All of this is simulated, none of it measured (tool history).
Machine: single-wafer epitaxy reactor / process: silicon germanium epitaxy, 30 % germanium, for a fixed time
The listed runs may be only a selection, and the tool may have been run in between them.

run,hour,wafer temperature setpoint (pyrometer-controlled) (°C),chamber pressure (Torr),mean film thickness on the monitor wafer (angstrom)
1,0.0,615,26.9,914.77
2,8.6,606,26.9,757.43
3,17.2,606,22.7,712.82
4,24.2,609,22.8,763.20
5,31.4,617,22.8,901.66
6,38.6,627,22.8,1095.20
7,45.9,623,22.7,1012.70
8,48.6,620,22.6,948.57
9,52.1,618,22.5,910.27
10,56.3,617,22.5,899.58

Run 11 comes next. What will it give?
11,63.7,616,22.5,?

Run 11 came out at mean film thickness on the monitor wafer (angstrom) 881.92.
